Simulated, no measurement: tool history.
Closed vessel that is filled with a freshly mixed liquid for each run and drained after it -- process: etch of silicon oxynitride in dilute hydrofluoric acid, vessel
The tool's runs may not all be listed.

run,hour,temperature setpoint of the liquid (C),parts of water to one part of 49 % hydrofluoric acid (parts by volume),time in the liquid (s),thickness taken off the silicon oxynitride on a monitor wafer (nm)
1,0,24,75,625,13.347
2,8.5,24,100,625,9.7008
3,14.9,25.5,100,625,10.453
4,24.3,26.5,100,625,10.988
5,28.3,27,100,625,11.166
6,33.4,25.5,100,625,10.384
7,36.1,26.5,100,625,10.952
8,37.7,27,100,625,11.205
9,45.6,27.5,100,625,11.442
10,51.6,27.5,100,625,11.543
11,56.1,28,100,625,11.74
12,65.1,28.5,100,625,12.08
13,72.9,29,100,625,12.245

Predict the results of run 14:
14,76.4,29.5,100,625,?

thickness taken off the silicon oxynitride on a monitor wafer (nm): 12.477
